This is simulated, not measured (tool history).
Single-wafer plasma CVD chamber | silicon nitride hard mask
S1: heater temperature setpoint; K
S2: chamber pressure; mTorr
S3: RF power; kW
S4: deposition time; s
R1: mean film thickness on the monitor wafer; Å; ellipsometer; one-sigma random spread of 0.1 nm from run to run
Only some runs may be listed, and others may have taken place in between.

| run | hour | S1 | S2 | S3 | S4 | R1 |
|---|---|---|---|---|---|---|
| 1 | 0.0 | 663.15 | 2060 | 0.245 | 37.7 | 426.08 |
| 2 | 8.1 | 663.15 | 2000 | 0.240 | 37.6 | 415.69 |
| 3 | 16.9 | 663.15 | 1940 | 0.235 | 37.5 | 406.92 |
| 4 | 21.4 | 656.15 | 1940 | 0.235 | 37.5 | 404.75 |
| 5 | 27.3 | 664.15 | 1940 | 0.235 | 37.5 | 404.93 |
| 6 | 28.2 | 664.15 | 1940 | 0.235 | 37.7 | 407.03 |
| 7 | 30.5 | 664.15 | 1890 | 0.230 | 37.7 | 401.81 |
| 8 | 31.7 | 664.15 | 1850 | 0.225 | 37.6 | 388.28 |
| 9 | 40.6 | 664.15 | 1800 | 0.225 | 37.6 | 387.41 |
| 10 | 48.6 | 664.15 | 1760 | 0.225 | 37.6 | 383.47 |
| 11 | 52.9 | 664.15 | 1710 | 0.225 | 37.6 | 382.89 |
| 12 | 61.5 | 664.15 | 1680 | 0.225 | 37.6 | 380.47 |
| 13 | 65.4 | 664.15 | 1350 | 0.210 | 37.4 | 340.29 |
| 14 | 74.1 | 664.15 | 1370 | 0.210 | 37.4 | 339.14 |
| 15 | 75.8 | 664.15 | 1390 | 0.210 | 37.4 | 342.41 |

What will run 16 give?
| 16 | 81.1 | 664.15 | 1400 | 0.210 | 37.4 | ? |

{"run 16": {"R1": 342.89}}

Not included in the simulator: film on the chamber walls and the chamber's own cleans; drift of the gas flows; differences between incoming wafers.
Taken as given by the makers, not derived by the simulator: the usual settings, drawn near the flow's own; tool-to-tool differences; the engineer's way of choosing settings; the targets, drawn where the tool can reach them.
